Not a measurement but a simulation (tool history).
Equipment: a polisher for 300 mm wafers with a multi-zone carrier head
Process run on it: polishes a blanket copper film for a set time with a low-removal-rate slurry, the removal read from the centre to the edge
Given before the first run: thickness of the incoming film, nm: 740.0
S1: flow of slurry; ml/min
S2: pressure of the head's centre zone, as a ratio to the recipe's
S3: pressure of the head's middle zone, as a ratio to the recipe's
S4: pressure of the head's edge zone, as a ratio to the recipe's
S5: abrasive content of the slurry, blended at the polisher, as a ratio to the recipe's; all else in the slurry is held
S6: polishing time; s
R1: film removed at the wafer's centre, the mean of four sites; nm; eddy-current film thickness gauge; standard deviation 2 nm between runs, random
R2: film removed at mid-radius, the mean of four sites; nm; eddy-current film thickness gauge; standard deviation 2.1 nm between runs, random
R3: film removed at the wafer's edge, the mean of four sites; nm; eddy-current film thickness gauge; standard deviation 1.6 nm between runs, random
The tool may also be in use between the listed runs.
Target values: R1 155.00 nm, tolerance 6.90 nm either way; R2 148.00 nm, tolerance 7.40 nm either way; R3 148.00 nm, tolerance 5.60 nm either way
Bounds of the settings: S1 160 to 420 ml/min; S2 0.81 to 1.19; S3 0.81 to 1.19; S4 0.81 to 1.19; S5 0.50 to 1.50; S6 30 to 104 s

Run 1, hour 0.0: S1 270 ml/min, S2 1.00, S3 1.00, S4 1.00, S5 1.00, S6 67 s. Result: R1 193.56 nm, R2 192.63 nm, R3 198.55 nm.
Run 2, hour 4.5: S1 270 ml/min, S2 1.00, S3 1.00, S4 0.98, S5 0.90, S6 65 s. Result: R1 181.68 nm, R2 176.32 nm, R3 183.83 nm.
Run 3, hour 10.2: S1 270 ml/min, S2 1.00, S3 1.01, S4 0.96, S5 0.85, S6 65 s. Result: R1 184.23 nm, R2 180.91 nm, R3 185.04 nm.
Run 4, hour 13.4: S1 270 ml/min, S2 1.00, S3 1.01, S4 0.95, S5 0.80, S6 63 s. Result: R1 173.35 nm, R2 178.27 nm, R3 174.17 nm.
Run 5, hour 20.1: S1 270 ml/min, S2 1.00, S3 0.99, S4 0.94, S5 0.75, S6 62 s. Result: R1 170.89 nm, R2 167.26 nm, R3 165.45 nm.
Run 6, hour 21.8: S1 270 ml/min, S2 0.99, S3 0.98, S4 0.93, S5 0.75, S6 62 s. Result: R1 165.43 nm, R2 167.32 nm, R3 169.11 nm.
Run 7, hour 28.2: S1 270 ml/min, S2 0.99, S3 0.98, S4 0.93, S5 0.75, S6 62 s. Result: R1 165.60 nm, R2 164.17 nm, R3 163.14 nm.
Run 8, hour 33.7: S1 270 ml/min, S2 0.99, S3 0.98, S4 0.93, S5 0.75, S6 62 s. Result: R1 164.98 nm, R2 161.63 nm, R3 166.68 nm.
Run 9, hour 41.0: S1 270 ml/min, S2 0.99, S3 0.98, S4 0.92, S5 0.70, S6 62 s. Result: R1 163.14 nm, R2 166.70 nm, R3 163.26 nm.
Run 10, hour 45.3: S1 270 ml/min, S2 0.99, S3 0.97, S4 0.91, S5 0.70, S6 62 s. Result: R1 167.36 nm, R2 163.01 nm, R3 160.98 nm.
Run 11, hour 48.5: S1 270 ml/min, S2 0.98, S3 0.96, S4 0.90, S5 0.70, S6 62 s. Result: R1 164.36 nm, R2 161.16 nm, R3 158.87 nm.
Run 12, hour 56.3: S1 270 ml/min, S2 0.97, S3 0.95, S4 0.89, S5 0.70, S6 62 s. Result: R1 159.32 nm, R2 160.53 nm, R3 163.70 nm.
Run 13, hour 57.6: S1 270 ml/min, S2 0.97, S3 0.95, S4 0.89, S5 0.65, S6 62 s. Result: R1 160.83 nm, R2 157.43 nm, R3 158.49 nm.
Run 14, hour 59.9: S1 270 ml/min, S2 0.97, S3 0.95, S4 0.88, S5 0.65, S6 62 s. Result: R1 162.98 nm, R2 157.35 nm, R3 158.44 nm.

Exercise: of the 5 proposed moves below, exactly one satisfies all targets within the stated allowed misses. Which move is it?
Run A, hour 62.2: S1 215 ml/min, S2 0.94, S3 1.03, S4 0.84, S5 0.60, S6 64 s. Result: R1 ?, R2 ?, R3 ?.
Run B, hour 62.2: S1 240 ml/min, S2 0.81, S3 0.89, S4 0.95, S5 0.80, S6 66 s. Result: R1 ?, R2 ?, R3 ?.
Run C, hour 62.2: S1 275 ml/min, S2 1.01, S3 0.95, S4 0.85, S5 0.60, S6 59 s. Result: R1 ?, R2 ?, R3 ?.
Run D, hour 62.2: S1 315 ml/min, S2 1.17, S3 1.09, S4 0.81, S5 0.50, S6 60 s. Result: R1 ?, R2 ?, R3 ?.
Run E, hour 62.2: S1 235 ml/min, S2 1.14, S3 0.94, S4 0.81, S5 0.50, S6 61 s. Result: R1 ?, R2 ?, R3 ?.

move      R1      R2      R3
   A  150.63  167.87  152.93
   B  143.30  164.12  178.31
   C  154.85  149.40  145.50
   D  180.02  167.70  141.69
   E  171.37  145.31  140.57
A: the furthest-off result lands on target, but another misses its tolerance
B: misses by more than the last run did
C: in spec on every target
D: takes the biggest miss from the last run beyond its target
E: takes the biggest miss from the last run beyond its target
The move that meets every target is C.
